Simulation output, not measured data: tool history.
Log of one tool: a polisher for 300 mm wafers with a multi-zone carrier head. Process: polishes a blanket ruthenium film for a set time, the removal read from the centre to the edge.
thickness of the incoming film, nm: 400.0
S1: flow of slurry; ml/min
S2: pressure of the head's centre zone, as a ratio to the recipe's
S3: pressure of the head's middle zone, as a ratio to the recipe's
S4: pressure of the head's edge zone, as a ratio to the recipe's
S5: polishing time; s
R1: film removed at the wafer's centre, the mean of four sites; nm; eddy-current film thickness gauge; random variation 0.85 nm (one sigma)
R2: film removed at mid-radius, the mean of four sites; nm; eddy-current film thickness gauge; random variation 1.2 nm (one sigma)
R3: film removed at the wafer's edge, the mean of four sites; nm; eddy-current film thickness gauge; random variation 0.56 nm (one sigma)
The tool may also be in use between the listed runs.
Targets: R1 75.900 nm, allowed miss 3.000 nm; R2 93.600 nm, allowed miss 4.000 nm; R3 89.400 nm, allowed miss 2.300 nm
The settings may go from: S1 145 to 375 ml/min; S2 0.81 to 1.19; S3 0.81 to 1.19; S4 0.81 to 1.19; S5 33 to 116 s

run,hour,S1,S2,S3,S4,S5,R1,R2,R3
1,0.0,240,1.00,1.00,1.00,74,60.399,59.984,58.587
2,6.9,245,0.98,1.02,1.03,79,63.526,65.845,63.617
3,9.5,250,0.96,1.03,1.06,83,66.441,71.299,67.741
4,12.0,250,0.96,1.03,1.02,83,66.634,69.734,66.189
5,20.3,305,0.96,1.03,1.02,83,66.352,69.131,66.712
6,27.5,305,0.94,1.04,1.05,87,69.095,74.212,72.102
7,36.4,305,0.93,1.05,1.08,89,68.797,76.763,74.006
8,41.5,305,0.92,1.06,1.10,92,73.943,79.350,77.400
9,42.7,320,0.90,1.08,1.12,94,72.803,83.445,79.761
10,48.6,320,0.89,1.08,1.13,96,73.127,83.621,81.687
11,50.8,320,0.88,1.09,1.14,97,74.141,86.685,82.543
12,57.0,320,0.87,1.09,1.15,98,74.909,89.386,84.365
13,64.8,320,0.86,1.09,1.16,99,73.836,87.592,85.863
14,72.9,320,0.86,1.10,1.16,100,75.671,88.614,85.900

Which of these 5 next moves meets every target?
A,81.0,205,0.85,1.12,1.17,105,?,?,?
B,81.0,250,0.94,1.14,1.13,94,?,?,?
C,81.0,285,0.81,1.19,1.12,107,?,?,?
D,81.0,180,0.92,1.05,1.19,98,?,?,?
E,81.0,375,0.89,1.16,1.18,98,?,?,?

move,R1,R2,R3
A,75.672,93.627,88.230
B,74.736,86.325,78.412
C,76.215,102.990,89.420
D,74.469,81.867,82.558
E,76.840,93.942,85.361
A: meets every target
B: further off than the last run
C: brings the result that was furthest off to its target, and leaves another outside
D: further off than the last run
E: further off than the last run
The right move is A.
